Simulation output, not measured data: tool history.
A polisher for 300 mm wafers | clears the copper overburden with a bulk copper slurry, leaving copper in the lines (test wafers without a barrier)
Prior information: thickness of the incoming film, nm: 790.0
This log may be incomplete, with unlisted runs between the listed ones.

run	hour	flow of slurry (ml/min)	pressure of the wafer on the pad (psi)	speed of the pad under the wafer (cm/s)	abrasive content of the slurry	overpolish time after the end point (s)	time until the end point was called (s)	dishing of a wide line in a test structure (angstrom)
1	0	210	3.4	88	1	18	86.891	823.8
2	5.5	210	3.9	88	1	18	80.764	847.53
3	8.1	210	3.9	88	1.1	18	77.972	882.9
4	15.4	190	3.9	88	1.1	18	79.213	851.41
5	16.1	190	3.9	106	1.1	18	66.584	972.84
6	23.6	190	3.9	106	1.1	17	66.86	984.38

Predict the results of run 7:
7	29.5	190	3.9	106	1.1	16	?	?

time until the end point was called (s): 65.858
dishing of a wide line in a test structure (angstrom): 909.17
